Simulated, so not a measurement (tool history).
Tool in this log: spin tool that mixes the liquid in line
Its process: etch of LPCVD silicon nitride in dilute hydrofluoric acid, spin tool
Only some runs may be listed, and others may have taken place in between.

| run | hour | temperature setpoint of the liquid (K) | parts of water to one part of 49 % hydrofluoric acid (parts by volume) | time under the liquid (s) | thickness taken off the LPCVD silicon nitride on a monitor wafer (Å) |
|---|---|---|---|---|---|
| 1 | 0.0 | 297.15 | 65 | 75 | 5.4840 |
| 2 | 6.1 | 298.65 | 65 | 75 | 5.9049 |
| 3 | 12.9 | 300.65 | 65 | 75 | 7.0102 |
| 4 | 20.4 | 300.65 | 65 | 55 | 5.2415 |
| 5 | 25.5 | 302.65 | 65 | 55 | 5.6510 |
| 6 | 30.7 | 300.65 | 65 | 55 | 5.0441 |
| 7 | 31.8 | 301.15 | 60 | 55 | 5.6515 |

What will run 8 give?
| 8 | 36.2 | 305.15 | 40 | 60 | ? |

Run 8 yielded thickness taken off the LPCVD silicon nitride on a monitor wafer (Å) 11.8190.
